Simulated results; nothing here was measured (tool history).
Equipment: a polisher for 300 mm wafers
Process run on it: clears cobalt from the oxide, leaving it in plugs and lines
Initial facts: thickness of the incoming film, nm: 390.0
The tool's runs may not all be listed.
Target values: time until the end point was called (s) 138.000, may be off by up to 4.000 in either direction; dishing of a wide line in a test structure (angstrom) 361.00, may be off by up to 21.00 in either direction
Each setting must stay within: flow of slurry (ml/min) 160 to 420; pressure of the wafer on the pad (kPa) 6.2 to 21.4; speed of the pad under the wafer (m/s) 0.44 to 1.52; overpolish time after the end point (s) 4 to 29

run	hour	flow of slurry (ml/min)	pressure of the wafer on the pad (kPa)	speed of the pad under the wafer (m/s)	overpolish time after the end point (s)	time until the end point was called (s)	dishing of a wide line in a test structure (angstrom)
1	0.0	270	13.8	0.98	15	92.365	405.72
2	1.2	270	11.7	0.98	15	105.910	379.35
3	4.4	270	11.0	0.98	16	112.880	366.59
4	7.4	270	11.0	0.98	19	114.050	421.55
5	7.9	270	10.3	0.98	19	120.430	402.89
6	14.2	270	6.9	0.98	19	178.300	328.52
7	15.9	270	7.6	0.98	19	163.090	330.77
8	23.3	280	9.7	0.98	20	126.590	386.45
9	26.6	275	9.7	0.98	20	130.280	389.63
10	33.3	270	9.7	0.98	20	127.270	405.31
11	40.0	275	9.7	0.98	20	129.200	384.64
12	41.8	270	9.7	0.98	19	130.700	396.65
# hour 48.0: slurry nozzle cleaned
13	48.0	275	9.7	0.98	19	122.410	384.84
14	56.4	270	9.7	0.98	19	121.560	398.12
15	60.9	285	9.7	0.98	19	122.930	407.39
16	65.7	275	9.7	0.98	19	124.630	393.11
17	70.3	265	9.7	0.98	19	123.650	396.99
18	78.2	265	7.6	0.98	18	155.490	324.73
19	80.5	270	8.3	0.98	18	143.220	336.58
20	88.1	275	8.3	0.98	18	142.600	359.11
21	90.5	280	8.3	0.98	18	143.980	344.86
22	97.5	280	9.0	0.98	19	132.540	385.38
23	103.4	280	9.0	0.98	19	132.890	369.89
24	106.0	275	9.0	0.98	19	132.460	393.79

Below are 4 possible settings for the next run. Only one of them brings all results inside the allowed miss of their targets. Which is it?
A	108.6	320	6.9	1.22	26	?	?
B	108.6	245	9.7	0.88	19	?	?
C	108.6	260	9.7	0.94	24	?	?
D	108.6	285	8.3	1.08	15	?	?

move	time until the end point was called (s)	dishing of a wide line in a test structure (angstrom)
A	136.530	442.81
B	139.730	369.56
C	130.270	435.46
D	130.710	332.32
A: misses by more than the last run did
B: all results in spec
C: misses by more than the last run did
D: pushes the last run's worst result past its target
The right move is B.
